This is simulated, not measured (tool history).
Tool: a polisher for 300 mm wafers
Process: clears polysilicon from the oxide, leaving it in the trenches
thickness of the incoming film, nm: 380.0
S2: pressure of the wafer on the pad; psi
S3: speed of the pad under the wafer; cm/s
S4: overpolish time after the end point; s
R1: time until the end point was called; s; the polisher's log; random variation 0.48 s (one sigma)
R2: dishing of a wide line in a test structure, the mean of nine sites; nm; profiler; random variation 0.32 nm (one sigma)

Run 1, hour 0: flow of slurry (ml/min) 235, S2 2.4 psi, S3 86 cm/s, S4 23 s. Result: R1 33.548 s, R2 38.495 nm.
Run 2, hour 6: flow of slurry (ml/min) 235, S2 2.3 psi, S3 86 cm/s, S4 18 s. Result: R1 35.956 s, R2 38.543 nm.
Run 3, hour 9.8: flow of slurry (ml/min) 235, S2 2.3 psi, S3 86 cm/s, S4 24 s. Result: R1 35.56 s, R2 37.668 nm.
Run 4, hour 12.6: flow of slurry (ml/min) 240, S2 1.9 psi, S3 96 cm/s, S4 30 s. Result: R1 37.313 s, R2 38.929 nm.
Run 5, hour 14.4: flow of slurry (ml/min) 210, S2 2.4 psi, S3 78 cm/s, S4 23 s. Result: R1 37.868 s, R2 38.584 nm.
Run 6, hour 20.2: flow of slurry (ml/min) 210, S2 2.4 psi, S3 60 cm/s, S4 23 s. Result: R1 48.431 s, R2 38.245 nm.

Forecast run 7:
Run 7, hour 27.9: flow of slurry (ml/min) 275, S2 3 psi, S3 42 cm/s, S4 12 s. Result: R1 ?, R2 ?.

{"run 7": {"R1": 53.34, "R2": 33.423}}
